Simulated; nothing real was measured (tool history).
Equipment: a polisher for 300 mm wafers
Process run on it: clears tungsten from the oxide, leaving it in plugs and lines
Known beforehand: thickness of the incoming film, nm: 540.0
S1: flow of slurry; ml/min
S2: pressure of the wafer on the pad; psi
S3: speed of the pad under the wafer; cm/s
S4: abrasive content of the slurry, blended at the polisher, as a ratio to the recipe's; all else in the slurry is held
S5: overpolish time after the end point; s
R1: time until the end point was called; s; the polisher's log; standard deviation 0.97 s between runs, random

{"run": 1, "hour": 0.0, "S1": 305, "S2": 4.8, "S3": 110, "S4": 1.0, "S5": 28, "R1": 86.158}
{"run": 2, "hour": 8.7, "S1": 250, "S2": 4.8, "S3": 110, "S4": 1.0, "S5": 28, "R1": 88.43}
{"run": 3, "hour": 17.0, "S1": 185, "S2": 4.8, "S3": 110, "S4": 1.0, "S5": 28, "R1": 92.979}
{"run": 4, "hour": 25.2, "S1": 185, "S2": 4.8, "S3": 96, "S4": 1.0, "S5": 28, "R1": 104.21}
{"run": 5, "hour": 31.4, "S1": 185, "S2": 5.3, "S3": 100, "S4": 1.0, "S5": 28, "R1": 91.594}
{"run": 6, "hour": 37.9, "S1": 185, "S2": 5.3, "S3": 100, "S4": 1.0, "S5": 30, "R1": 89.382}
{"run": 7, "hour": 39.3, "S1": 185, "S2": 5.7, "S3": 102, "S4": 1.0, "S5": 30, "R1": 85.335}

Estimate the outcome of run 8 from the log above:
{"run": 8, "hour": 40.1, "S1": 185, "S2": 6.0, "S3": 106, "S4": 1.0, "S5": 30, "R1": "?"}

R1: 77.733 s

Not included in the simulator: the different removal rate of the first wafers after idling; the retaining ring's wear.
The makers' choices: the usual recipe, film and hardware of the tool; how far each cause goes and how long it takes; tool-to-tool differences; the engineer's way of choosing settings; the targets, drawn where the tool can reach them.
